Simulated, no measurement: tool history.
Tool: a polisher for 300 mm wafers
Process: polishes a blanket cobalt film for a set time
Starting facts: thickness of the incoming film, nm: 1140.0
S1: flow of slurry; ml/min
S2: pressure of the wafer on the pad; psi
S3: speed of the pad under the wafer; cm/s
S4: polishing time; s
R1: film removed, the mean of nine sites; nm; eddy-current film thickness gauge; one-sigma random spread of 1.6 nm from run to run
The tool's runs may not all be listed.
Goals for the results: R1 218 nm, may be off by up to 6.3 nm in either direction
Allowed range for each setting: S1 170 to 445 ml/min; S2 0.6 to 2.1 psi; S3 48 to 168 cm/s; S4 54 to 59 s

run 1 hour=0 | S1=285 S2=1.3 S3=108 S4=59 | R1=169.6
run 2 hour=4.5 | S1=220 S2=1.3 S3=108 S4=59 | R1=163.43
run 3 hour=8.7 | S1=220 S2=1.3 S3=118 S4=59 | R1=177.26
run 4 hour=13.3 | S1=290 S2=1.3 S3=118 S4=59 | R1=184.6
run 5 hour=19.6 | S1=295 S2=1.3 S3=118 S4=59 | R1=184.37
run 6 hour=24.4 | S1=295 S2=1.3 S3=118 S4=54 | R1=169.63
run 7 hour=28.1 | S1=300 S2=1.5 S3=118 S4=54 | R1=197.05
run 8 hour=32.2 | S1=310 S2=1.6 S3=118 S4=54 | R1=205.85

5 candidate next runs follow, results not yet known. Just one meets every target within its allowed miss. Identify it.
run A hour=36.3 | S1=325 S2=1.6 S3=112 S4=54 | R1=?
run B hour=36.3 | S1=330 S2=1.2 S3=132 S4=59 | R1=?
run C hour=36.3 | S1=300 S2=1.5 S3=122 S4=58 | R1=?
run D hour=36.3 | S1=285 S2=1.5 S3=116 S4=57 | R1=?
run E hour=36.3 | S1=345 S2=1.8 S3=108 S4=58 | R1=?

move=A R1=199.73
move=B R1=191.95
move=C R1=216.12
move=D R1=201.81
move=E R1=234.1
A: the biggest miss grows against the last run
B: the biggest miss grows against the last run
C: in spec on every target
D: the biggest miss grows against the last run
E: takes the result that was furthest off past its target
Go with C: it meets all targets.
